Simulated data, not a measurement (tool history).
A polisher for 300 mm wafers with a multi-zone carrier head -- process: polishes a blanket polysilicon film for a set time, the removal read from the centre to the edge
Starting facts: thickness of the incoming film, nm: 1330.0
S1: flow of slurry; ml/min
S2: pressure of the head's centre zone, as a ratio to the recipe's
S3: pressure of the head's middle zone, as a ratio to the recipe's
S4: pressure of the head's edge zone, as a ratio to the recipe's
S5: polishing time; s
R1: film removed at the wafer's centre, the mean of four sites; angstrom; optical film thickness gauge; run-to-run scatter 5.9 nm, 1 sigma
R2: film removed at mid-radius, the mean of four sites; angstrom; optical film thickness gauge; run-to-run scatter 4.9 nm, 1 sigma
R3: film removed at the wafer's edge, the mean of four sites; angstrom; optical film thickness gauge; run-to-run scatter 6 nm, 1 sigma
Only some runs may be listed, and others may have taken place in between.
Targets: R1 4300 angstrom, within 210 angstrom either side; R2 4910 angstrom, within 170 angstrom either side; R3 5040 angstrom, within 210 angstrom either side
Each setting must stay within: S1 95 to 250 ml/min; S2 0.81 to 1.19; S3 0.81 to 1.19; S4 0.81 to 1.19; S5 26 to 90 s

| run | hour | S1 | S2 | S3 | S4 | S5 | R1 | R2 | R3 |
|---|---|---|---|---|---|---|---|---|---|
| 1 | 0 | 160 | 1 | 1 | 1 | 58 | 4019.6 | 3976.9 | 3896.3 |
| 2 | 0.6 | 160 | 0.97 | 1 | 1 | 58 | 4005.6 | 3973.8 | 3930.5 |
| 3 | 9.5 | 135 | 0.97 | 1 | 1 | 58 | 3830.7 | 3860.6 | 3864.7 |
| 4 | 11 | 135 | 1.02 | 1 | 1 | 58 | 4009.5 | 3855.9 | 3855.9 |
| 5 | 14.1 | 135 | 1.02 | 1 | 1.04 | 58 | 4011.9 | 3820 | 3995.1 |
| 6 | 19.6 | 135 | 1.02 | 1 | 1.04 | 47 | 3211 | 3098.3 | 3244.1 |
| 7 | 23.6 | 175 | 0.92 | 1.1 | 1.14 | 63 | 4071.1 | 4700.1 | 4634.8 |
| 8 | 26.3 | 180 | 0.92 | 1.1 | 1.15 | 63 | 4287.1 | 4737.5 | 4605 |
| 9 | 33.6 | 175 | 0.91 | 1.1 | 1.16 | 64 | 4134.2 | 4748.2 | 4698.7 |
| 10 | 35.1 | 175 | 0.91 | 1.1 | 1.17 | 65 | 4223.3 | 4880.2 | 4768.1 |

Which of these 4 next moves meets every target?
| A | 36.6 | 190 | 0.98 | 1.17 | 1.08 | 62 | ? | ? | ? |
| B | 36.6 | 195 | 0.93 | 1.15 | 1.11 | 60 | ? | ? | ? |
| C | 36.6 | 140 | 0.91 | 1.08 | 1.19 | 69 | ? | ? | ? |
| D | 36.6 | 165 | 0.94 | 1.15 | 1.17 | 61 | ? | ? | ? |

| move | R1 | R2 | R3 |
|---|---|---|---|
| A | 4357.5 | 4937.3 | 4519.5 |
| B | 4062 | 4727.5 | 4447.8 |
| C | 4321.5 | 4890.5 | 5105.7 |
| D | 4048.6 | 4686.5 | 4561.7 |
A: moves away from the targets compared with the last run
B: moves away from the targets compared with the last run
C: every result lands within tolerance
D: moves away from the targets compared with the last run
Move C is the one to make.
